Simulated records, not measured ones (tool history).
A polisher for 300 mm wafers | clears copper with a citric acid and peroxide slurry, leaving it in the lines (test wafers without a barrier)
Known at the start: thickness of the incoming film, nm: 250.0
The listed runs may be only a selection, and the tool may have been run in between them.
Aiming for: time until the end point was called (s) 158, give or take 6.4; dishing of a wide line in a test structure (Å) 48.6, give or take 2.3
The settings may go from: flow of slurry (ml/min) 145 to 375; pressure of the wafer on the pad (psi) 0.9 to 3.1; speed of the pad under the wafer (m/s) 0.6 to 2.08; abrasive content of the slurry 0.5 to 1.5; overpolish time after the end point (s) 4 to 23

| run | hour | flow of slurry (ml/min) | pressure of the wafer on the pad (psi) | speed of the pad under the wafer (m/s) | abrasive content of the slurry | overpolish time after the end point (s) | time until the end point was called (s) | dishing of a wide line in a test structure (Å) |
|---|---|---|---|---|---|---|---|---|
| 1 | 0 | 240 | 2 | 1.34 | 1 | 12 | 143.42 | 140.54 |
| 2 | 8.3 | 240 | 2 | 1.22 | 1 | 12 | 156.12 | 134.68 |
| 3 | 13.5 | 230 | 1.9 | 1.32 | 0.95 | 11 | 152.64 | 125.57 |
| 4 | 20.6 | 230 | 1.9 | 1.58 | 0.95 | 11 | 131.9 | 142.02 |
| 5 | 27 | 250 | 1.8 | 1.58 | 1 | 10 | 135.42 | 126.52 |
| 6 | 35 | 265 | 1.7 | 1.58 | 1.05 | 9 | 138.47 | 116.52 |
| 7 | 44.1 | 280 | 1.6 | 1.58 | 1.05 | 8 | 142.33 | 101.04 |
| 8 | 49.5 | 290 | 1.5 | 1.62 | 1 | 8 | 144.42 | 99.738 |
| 9 | 50.2 | 300 | 1.4 | 1.64 | 0.95 | 8 | 151.25 | 94.556 |
| 10 | 54.2 | 310 | 1.3 | 1.66 | 0.9 | 8 | 152.99 | 89.954 |
| 11 | 60.5 | 320 | 1.3 | 1.68 | 0.85 | 8 | 157.57 | 91.852 |
|  | 62.5 | slurry blender recalibrated |
| 12 | 62.5 | 325 | 1.3 | 1.66 | 0.95 | 8 | 142.84 | 97.519 |

Next run, 5 choices. One meets every target within its allowed miss, the rest don't. Which?
| A | 64.5 | 305 | 1.3 | 1.76 | 0.95 | 4 | ? | ? |
| B | 64.5 | 265 | 1.3 | 1.64 | 0.8 | 4 | ? | ? |
| C | 64.5 | 365 | 1.3 | 1.84 | 0.85 | 4 | ? | ? |
| D | 64.5 | 315 | 1.2 | 1.76 | 1.2 | 4 | ? | ? |
| E | 64.5 | 330 | 1.6 | 1.52 | 0.9 | 4 | ? | ? |

| move | time until the end point was called (s) | dishing of a wide line in a test structure (Å) |
|---|---|---|
| A | 140.12 | 54.753 |
| B | 155.35 | 49.696 |
| C | 136.63 | 56.056 |
| D | 138.45 | 55.346 |
| E | 141.22 | 54.417 |
A: nearer than the last run, and not there yet
B: every result within its allowed miss
C: nearer than the last run, and not there yet
D: nearer than the last run, and not there yet
E: nearer than the last run, and not there yet
Move B is the one to make.
